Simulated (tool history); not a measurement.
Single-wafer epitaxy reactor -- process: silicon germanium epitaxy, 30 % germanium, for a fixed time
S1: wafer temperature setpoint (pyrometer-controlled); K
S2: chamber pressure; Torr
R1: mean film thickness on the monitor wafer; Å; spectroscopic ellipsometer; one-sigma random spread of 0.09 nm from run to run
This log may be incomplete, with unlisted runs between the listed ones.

Run 1, hour 0: S1 848.15 K, S2 17.9 Torr. Result: R1 330.66 Å.
Run 2, hour 3: S1 848.15 K, S2 19.1 Torr. Result: R1 338.96 Å.
Run 3, hour 4.2: S1 845.15 K, S2 18.8 Torr. Result: R1 321.96 Å.
Run 4, hour 11.7: S1 843.15 K, S2 18.3 Torr. Result: R1 307.85 Å.
Run 5, hour 12.9: S1 843.15 K, S2 21.3 Torr. Result: R1 325.76 Å.
Run 6, hour 13.8: S1 843.15 K, S2 20.1 Torr. Result: R1 317.68 Å.
Run 7, hour 16.8: S1 841.15 K, S2 19.4 Torr. Result: R1 302.27 Å.
Run 8, hour 24.4: S1 839.15 K, S2 18.9 Torr. Result: R1 290.04 Å.
Run 9, hour 33.4: S1 837.15 K, S2 18.3 Torr. Result: R1 274.45 Å.
Run 10, hour 41.8: S1 835.15 K, S2 17.9 Torr. Result: R1 263.43 Å.

Forecast run 11:
Run 11, hour 47.2: S1 834.15 K, S2 17.5 Torr. Result: R1 ?.

R1: 258.9 Å
